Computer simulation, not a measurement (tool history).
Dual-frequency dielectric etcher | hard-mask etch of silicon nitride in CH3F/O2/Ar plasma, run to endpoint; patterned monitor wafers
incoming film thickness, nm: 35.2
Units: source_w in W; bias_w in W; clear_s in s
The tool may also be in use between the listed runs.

Run 1, hour 0.0: source_w 340 W, bias_w 61 W. Result: clear_s 54.328 s.
Run 2, hour 8.3: source_w 320 W, bias_w 59 W. Result: clear_s 57.386 s.
Run 3, hour 15.0: source_w 320 W, bias_w 55 W. Result: clear_s 58.519 s.
Run 4, hour 22.6: source_w 300 W, bias_w 55 W. Result: clear_s 59.930 s.
Run 5, hour 25.6: source_w 300 W, bias_w 65 W. Result: clear_s 55.089 s.
Run 6, hour 27.1: source_w 290 W, bias_w 63 W. Result: clear_s 57.119 s.
Run 7, hour 27.8: source_w 280 W, bias_w 61 W. Result: clear_s 58.017 s.
Run 8, hour 33.0: source_w 270 W, bias_w 59 W. Result: clear_s 59.092 s.
Run 9, hour 38.4: source_w 260 W, bias_w 57 W. Result: clear_s 61.012 s.
Run 10, hour 45.7: source_w 250 W, bias_w 56 W. Result: clear_s 62.335 s.
Run 11, hour 48.6: source_w 250 W, bias_w 55 W. Result: clear_s 62.571 s.
Run 12, hour 54.5: source_w 250 W, bias_w 54 W. Result: clear_s 62.436 s.
Run 13, hour 61.2: source_w 250 W, bias_w 53 W. Result: clear_s 62.999 s.
Run 14, hour 65.8: source_w 250 W, bias_w 52 W. Result: clear_s 64.623 s.

Run 15 comes next. What will it give?
Run 15, hour 66.8: source_w 250 W, bias_w 51 W. Result: clear_s ?.

{"run 15": {"clear_s": 64.601}}

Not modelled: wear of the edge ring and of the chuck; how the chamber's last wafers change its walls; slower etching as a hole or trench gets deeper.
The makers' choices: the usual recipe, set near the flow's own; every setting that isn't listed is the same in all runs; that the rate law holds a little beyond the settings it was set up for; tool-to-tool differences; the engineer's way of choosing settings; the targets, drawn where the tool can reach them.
